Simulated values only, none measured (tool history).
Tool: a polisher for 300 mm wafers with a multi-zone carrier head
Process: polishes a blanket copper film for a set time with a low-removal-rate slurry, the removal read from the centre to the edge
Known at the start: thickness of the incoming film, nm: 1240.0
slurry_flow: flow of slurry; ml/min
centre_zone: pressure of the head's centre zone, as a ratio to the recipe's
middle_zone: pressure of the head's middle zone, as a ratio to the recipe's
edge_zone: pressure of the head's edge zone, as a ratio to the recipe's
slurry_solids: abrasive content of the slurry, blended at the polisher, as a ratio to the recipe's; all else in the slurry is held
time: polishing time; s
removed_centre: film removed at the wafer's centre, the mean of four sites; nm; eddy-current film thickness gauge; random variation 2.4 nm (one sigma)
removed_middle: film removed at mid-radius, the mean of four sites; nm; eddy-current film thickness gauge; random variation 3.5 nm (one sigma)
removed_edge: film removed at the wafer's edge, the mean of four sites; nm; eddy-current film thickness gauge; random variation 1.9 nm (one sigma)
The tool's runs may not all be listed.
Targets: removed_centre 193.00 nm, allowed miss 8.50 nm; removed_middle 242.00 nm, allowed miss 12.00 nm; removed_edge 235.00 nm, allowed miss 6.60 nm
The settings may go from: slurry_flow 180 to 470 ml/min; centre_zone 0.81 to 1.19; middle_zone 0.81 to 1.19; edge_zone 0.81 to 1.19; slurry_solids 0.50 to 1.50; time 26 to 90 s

| run | hour | slurry_flow | centre_zone | middle_zone | edge_zone | slurry_solids | time | removed_centre | removed_middle | removed_edge |
|---|---|---|---|---|---|---|---|---|---|---|
| 1 | 0.0 | 300 | 1.00 | 1.00 | 1.00 | 1.00 | 58 | 177.30 | 169.73 | 179.03 |
| 2 | 3.4 | 300 | 0.99 | 1.02 | 1.02 | 1.05 | 59 | 175.65 | 176.96 | 181.89 |
| 3 | 8.6 | 365 | 0.99 | 1.02 | 1.02 | 1.05 | 59 | 182.46 | 187.55 | 186.24 |
| 4 | 12.7 | 365 | 0.99 | 0.93 | 1.02 | 1.05 | 59 | 179.14 | 175.24 | 188.73 |
| 5 | 15.1 | 370 | 0.98 | 0.94 | 1.03 | 1.10 | 60 | 187.68 | 178.89 | 189.39 |
| 6 | 23.1 | 370 | 0.96 | 0.96 | 1.04 | 1.05 | 62 | 186.95 | 186.23 | 196.93 |
| 7 | 30.8 | 375 | 0.94 | 0.98 | 1.05 | 1.05 | 63 | 182.59 | 191.78 | 201.32 |
| 8 | 33.3 | 380 | 0.93 | 0.99 | 1.06 | 1.10 | 64 | 187.17 | 191.78 | 207.63 |
| 9 | 34.3 | 390 | 0.92 | 1.01 | 1.06 | 1.10 | 65 | 189.09 | 202.00 | 214.48 |
| 10 | 36.5 | 400 | 0.91 | 1.03 | 1.06 | 1.10 | 65 | 189.14 | 209.20 | 213.62 |

Which of these 4 next moves meets every target?
| A | 38.7 | 470 | 0.96 | 1.19 | 0.91 | 1.20 | 66 | ? | ? | ? |
| B | 38.7 | 395 | 0.88 | 1.11 | 1.07 | 0.95 | 67 | ? | ? | ? |
| C | 38.7 | 465 | 0.86 | 1.10 | 1.11 | 0.90 | 73 | ? | ? | ? |
| D | 38.7 | 400 | 0.91 | 0.89 | 1.19 | 1.30 | 65 | ? | ? | ? |

| move | removed_centre | removed_middle | removed_edge |
|---|---|---|---|
| A | 209.87 | 247.07 | 206.37 |
| B | 182.75 | 221.64 | 213.22 |
| C | 194.74 | 239.60 | 236.04 |
| D | 196.50 | 191.45 | 235.02 |
A: further off than the last run
B: as far off as the last run
C: meets every target
D: brings the result that was furthest off to its target, and leaves another outside
Move C is the one to make.

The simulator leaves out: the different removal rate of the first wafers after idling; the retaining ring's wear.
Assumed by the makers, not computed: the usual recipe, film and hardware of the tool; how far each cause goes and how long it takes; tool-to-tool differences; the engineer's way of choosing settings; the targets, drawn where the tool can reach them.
